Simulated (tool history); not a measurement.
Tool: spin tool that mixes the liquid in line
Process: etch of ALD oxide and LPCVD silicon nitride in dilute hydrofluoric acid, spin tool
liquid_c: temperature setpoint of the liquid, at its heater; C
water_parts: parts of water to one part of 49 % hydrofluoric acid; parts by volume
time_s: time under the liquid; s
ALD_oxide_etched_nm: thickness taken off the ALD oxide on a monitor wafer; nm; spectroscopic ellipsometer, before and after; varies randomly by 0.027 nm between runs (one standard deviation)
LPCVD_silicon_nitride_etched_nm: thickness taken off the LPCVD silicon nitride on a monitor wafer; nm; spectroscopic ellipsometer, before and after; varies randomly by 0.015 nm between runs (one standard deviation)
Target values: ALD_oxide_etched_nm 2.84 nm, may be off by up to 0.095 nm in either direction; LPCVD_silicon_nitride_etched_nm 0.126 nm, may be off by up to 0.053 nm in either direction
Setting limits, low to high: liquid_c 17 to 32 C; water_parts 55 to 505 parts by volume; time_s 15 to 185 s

run,hour,liquid_c,water_parts,time_s,ALD_oxide_etched_nm,LPCVD_silicon_nitride_etched_nm
1,0,24,280,95,4.8804,0.18223
2,3.6,22.5,280,95,4.6312,0.17598
3,12.5,22.5,280,55,2.6626,0.10454
4,16.7,22.5,370,55,1.8564,0.086725
5,20.5,25,360,55,2.0899,0.094528
6,23.2,27,350,55,2.2852,0.12268
7,29.1,27,335,55,2.4672,0.1343
8,32.5,27,325,55,2.5606,0.103
9,37.2,28,325,55,2.6864,0.14545
10,42.5,27.5,320,55,2.6154,0.12602

5 next moves are on the table. One of them brings every result within its allowed miss. Which?
A,47.8,26,275,55,?,?
B,47.8,26.5,300,60,?,?
C,47.8,26.5,255,50,?,?
D,47.8,25.5,350,60,?,?
E,47.8,28,285,50,?,?

move,ALD_oxide_etched_nm,LPCVD_silicon_nitride_etched_nm
A,3.0897,0.1336
B,3.0627,0.13761
C,3.1476,0.13503
D,2.4162,0.1111
E,2.8698,0.132
A: takes the biggest miss from the last run beyond its target
B: takes the biggest miss from the last run beyond its target
C: takes the biggest miss from the last run beyond its target
D: lands further from the targets than the last run did
E: all results land within tolerance of their targets
Correct choice: E, which meets every target
